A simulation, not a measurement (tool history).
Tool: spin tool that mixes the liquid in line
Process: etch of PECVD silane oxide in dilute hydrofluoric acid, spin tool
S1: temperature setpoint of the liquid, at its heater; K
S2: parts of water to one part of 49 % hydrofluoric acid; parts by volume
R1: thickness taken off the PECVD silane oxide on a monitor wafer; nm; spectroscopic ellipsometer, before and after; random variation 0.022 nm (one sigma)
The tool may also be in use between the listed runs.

Run 1, hour 0: S1 298.15 K, S2 180 parts by volume, time under the liquid (s) 15. Result: R1 3.7837 nm.
Run 2, hour 7: S1 300.15 K, S2 180 parts by volume, time under the liquid (s) 15. Result: R1 4.0552 nm.
Run 3, hour 11.2: S1 302.15 K, S2 180 parts by volume, time under the liquid (s) 15. Result: R1 4.3355 nm.
Run 4, hour 13.6: S1 302.15 K, S2 180 parts by volume, time under the liquid (s) 15. Result: R1 4.3549 nm.
Run 5, hour 17.9: S1 302.15 K, S2 240 parts by volume, time under the liquid (s) 15. Result: R1 3.0532 nm.
Run 6, hour 19.7: S1 302.15 K, S2 240 parts by volume, time under the liquid (s) 15. Result: R1 3.0597 nm.
Run 7, hour 21.7: S1 301.65 K, S2 240 parts by volume, time under the liquid (s) 15. Result: R1 3.0609 nm.

Forecast run 8:
Run 8, hour 25.4: S1 301.15 K, S2 240 parts by volume, time under the liquid (s) 15. Result: R1 ?.

R1: 2.9207 nm
